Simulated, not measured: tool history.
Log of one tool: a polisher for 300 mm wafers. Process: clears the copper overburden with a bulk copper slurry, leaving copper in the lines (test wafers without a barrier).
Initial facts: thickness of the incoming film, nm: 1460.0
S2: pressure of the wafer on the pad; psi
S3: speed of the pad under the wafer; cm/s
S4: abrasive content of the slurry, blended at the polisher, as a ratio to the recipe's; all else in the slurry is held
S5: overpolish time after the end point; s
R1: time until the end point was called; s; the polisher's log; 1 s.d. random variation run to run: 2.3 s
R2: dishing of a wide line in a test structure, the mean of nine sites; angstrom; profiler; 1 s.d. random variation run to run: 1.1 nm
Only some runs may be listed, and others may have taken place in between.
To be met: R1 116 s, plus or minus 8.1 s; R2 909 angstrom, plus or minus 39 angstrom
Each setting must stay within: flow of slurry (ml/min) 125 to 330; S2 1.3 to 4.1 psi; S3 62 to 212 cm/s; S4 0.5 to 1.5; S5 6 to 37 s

Run 1, hour 0: flow of slurry (ml/min) 210, S2 2.7 psi, S3 136 cm/s, S4 1, S5 19 s. Result: R1 151.03 s, R2 744.58 angstrom.
Run 2, hour 8.3: flow of slurry (ml/min) 210, S2 2.9 psi, S3 136 cm/s, S4 1, S5 19 s. Result: R1 150.17 s, R2 777.22 angstrom.
Run 3, hour 10.7: flow of slurry (ml/min) 210, S2 2.9 psi, S3 136 cm/s, S4 1.15, S5 19 s. Result: R1 138.92 s, R2 788.95 angstrom.
Run 4, hour 13: flow of slurry (ml/min) 210, S2 3 psi, S3 136 cm/s, S4 1.15, S5 19 s. Result: R1 138.7 s, R2 813.82 angstrom.
Run 5, hour 16.1: flow of slurry (ml/min) 210, S2 3 psi, S3 136 cm/s, S4 1.15, S5 26 s. Result: R1 137.99 s, R2 864.04 angstrom.
Run 6, hour 22.7: flow of slurry (ml/min) 210, S2 3 psi, S3 136 cm/s, S4 1.15, S5 31 s. Result: R1 130.81 s, R2 898.57 angstrom.
At hour 24.7: slurry nozzle cleaned.
Run 7, hour 24.7: flow of slurry (ml/min) 210, S2 3 psi, S3 138 cm/s, S4 1.15, S5 30 s. Result: R1 128.28 s, R2 884.6 angstrom.
Run 8, hour 33.2: flow of slurry (ml/min) 210, S2 3 psi, S3 140 cm/s, S4 1.15, S5 29 s. Result: R1 126.05 s, R2 900.13 angstrom.

Consider the 5 candidate settings below. Which is the only one whose results all fall within their allowed miss of target?
Run A, hour 41.7: flow of slurry (ml/min) 190, S2 2.9 psi, S3 166 cm/s, S4 1.1, S5 29 s. Result: R1 ?, R2 ?.
Run B, hour 41.7: flow of slurry (ml/min) 230, S2 2.9 psi, S3 132 cm/s, S4 1.3, S5 32 s. Result: R1 ?, R2 ?.
Run C, hour 41.7: flow of slurry (ml/min) 190, S2 4.1 psi, S3 90 cm/s, S4 1.05, S5 37 s. Result: R1 ?, R2 ?.
Run D, hour 41.7: flow of slurry (ml/min) 220, S2 2.5 psi, S3 150 cm/s, S4 1.15, S5 25 s. Result: R1 ?, R2 ?.
Run E, hour 41.7: flow of slurry (ml/min) 220, S2 3.6 psi, S3 96 cm/s, S4 1.2, S5 37 s. Result: R1 ?, R2 ?.

move      R1      R2
   A  111.59  916.28
   B  126.72  913.43
   C  136.42  986.09
   D   136.3  841.08
   E   138.4  961.08
A: hits every target within its allowed miss
B: lands further from the targets than the last run did
C: lands further from the targets than the last run did
D: lands further from the targets than the last run did
E: lands further from the targets than the last run did
The move that meets every target is A.
